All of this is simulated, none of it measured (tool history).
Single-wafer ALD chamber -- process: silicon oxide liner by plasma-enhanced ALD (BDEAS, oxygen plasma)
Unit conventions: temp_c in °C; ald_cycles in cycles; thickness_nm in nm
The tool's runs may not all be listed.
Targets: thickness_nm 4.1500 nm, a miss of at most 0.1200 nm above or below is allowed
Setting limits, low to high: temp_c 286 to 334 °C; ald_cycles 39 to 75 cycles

run  hour  temp_c  ald_cycles  thickness_nm
  1   0.0     310          57        5.5447
  2   7.5     318          57        5.4846
  3  12.6     324          57        5.4587
  4  21.2     324          62        5.8995
  5  29.2     324          54        5.1460
  6  31.8     324          61        5.8237
  7  39.8     324          61        5.8243
  8  43.2     324          58        5.5252

Of the 5 settings listed for the next run, only one would bring every result within its allowed miss of target. Which one?
  A  46.6     324          47             ?
  B  46.6     314          47             ?
  C  46.6     326          46             ?
  D  46.6     334          47             ?
  E  46.6     328          44             ?

move  thickness_nm
   A        4.4862
   B        4.5432
   C        4.3796
   D        4.4292
   E        4.1785
A: moves toward the targets from the last run without getting all of them in spec
B: moves toward the targets from the last run without getting all of them in spec
C: moves toward the targets from the last run without getting all of them in spec
D: moves toward the targets from the last run without getting all of them in spec
E: every result lands within tolerance
Answer: E
